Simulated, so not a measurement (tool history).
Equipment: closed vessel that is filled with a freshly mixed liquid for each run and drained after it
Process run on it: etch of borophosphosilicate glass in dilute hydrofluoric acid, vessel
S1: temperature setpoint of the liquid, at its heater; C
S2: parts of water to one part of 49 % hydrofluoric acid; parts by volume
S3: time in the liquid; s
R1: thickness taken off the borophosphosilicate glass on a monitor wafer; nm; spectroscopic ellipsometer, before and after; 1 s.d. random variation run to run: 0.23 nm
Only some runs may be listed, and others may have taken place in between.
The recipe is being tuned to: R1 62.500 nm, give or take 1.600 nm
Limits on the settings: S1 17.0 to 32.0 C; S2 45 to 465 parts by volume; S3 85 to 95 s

Run 1, day 0.000: S1 24.0 C, S2 255 parts by volume, S3 85 s. Result: R1 18.254 nm.
Run 2, day 0.142: S1 24.0 C, S2 210 parts by volume, S3 85 s. Result: R1 23.348 nm.
Run 3, day 0.338: S1 24.0 C, S2 210 parts by volume, S3 95 s. Result: R1 26.122 nm.
Run 4, day 0.512: S1 26.0 C, S2 175 parts by volume, S3 95 s. Result: R1 34.938 nm.
Run 5, day 0.708: S1 26.0 C, S2 240 parts by volume, S3 95 s. Result: R1 23.742 nm.
Run 6, day 0.921: S1 27.5 C, S2 200 parts by volume, S3 95 s. Result: R1 31.141 nm.
Run 7, day 1.196: S1 28.5 C, S2 170 parts by volume, S3 95 s. Result: R1 39.463 nm.
Run 8, day 1.362: S1 29.5 C, S2 155 parts by volume, S3 95 s. Result: R1 45.987 nm.
Run 9, day 1.533: S1 30.0 C, S2 145 parts by volume, S3 95 s. Result: R1 50.593 nm.
Run 10, day 1.671: S1 30.5 C, S2 140 parts by volume, S3 95 s. Result: R1 53.562 nm.
Run 11, day 1.725: S1 31.0 C, S2 135 parts by volume, S3 95 s. Result: R1 57.008 nm.
Run 12, day 1.825: S1 31.5 C, S2 135 parts by volume, S3 95 s. Result: R1 58.222 nm.

Next run, 5 choices. One meets every target within its allowed miss, the rest don't. Which?
Run A, day 1.925: S1 30.5 C, S2 140 parts by volume, S3 95 s. Result: R1 ?.
Run B, day 1.925: S1 30.5 C, S2 125 parts by volume, S3 90 s. Result: R1 ?.
Run C, day 1.925: S1 32.0 C, S2 130 parts by volume, S3 95 s. Result: R1 ?.
Run D, day 1.925: S1 32.0 C, S2 130 parts by volume, S3 90 s. Result: R1 ?.
Run E, day 1.925: S1 31.0 C, S2 130 parts by volume, S3 95 s. Result: R1 ?.

move      R1
   A  53.743
   B  58.230
   C  61.913
   D  58.654
   E  59.749
A: misses by more than the last run did
B: no better and no worse than the last run
C: meets every target
D: an improvement on the last run, though not all results are within tolerance
E: an improvement on the last run, though not all results are within tolerance
Answer: C

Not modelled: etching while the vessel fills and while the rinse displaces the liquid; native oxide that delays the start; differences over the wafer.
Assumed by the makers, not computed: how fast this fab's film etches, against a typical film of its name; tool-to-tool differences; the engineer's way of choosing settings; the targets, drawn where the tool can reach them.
